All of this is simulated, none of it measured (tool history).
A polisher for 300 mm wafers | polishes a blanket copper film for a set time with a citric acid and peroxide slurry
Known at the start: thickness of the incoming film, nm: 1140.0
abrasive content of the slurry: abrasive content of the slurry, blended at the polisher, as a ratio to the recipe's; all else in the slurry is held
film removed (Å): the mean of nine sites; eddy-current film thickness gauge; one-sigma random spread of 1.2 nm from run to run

run  hour  flow of slurry (ml/min)  pressure of the wafer on the pad (psi)  speed of the pad under the wafer (m/s)  abrasive content of the slurry  polishing time (s)  film removed (Å)
  1   0.0                      305                                     3.7                                    1.14                            1.00                  55            1691.1
  2   7.9                      305                                     3.7                                    1.38                            1.00                  55            2071.8
  3  10.4                      305                                     3.2                                    1.28                            1.00                  55            1684.5
  4  13.5                      305                                     2.8                                    1.20                            1.00                  55            1371.5
  5  16.5                      305                                     2.8                                    1.20                            0.85                  55            1325.5
  6  18.1                      305                                     2.5                                    1.18                            0.85                  55            1179.5

The next listed run, before its measurement:
  7  24.4                      305                                     2.3                                    1.16                            0.85                  55                 ?

Logged for run 7: film removed (Å) 1100.5.
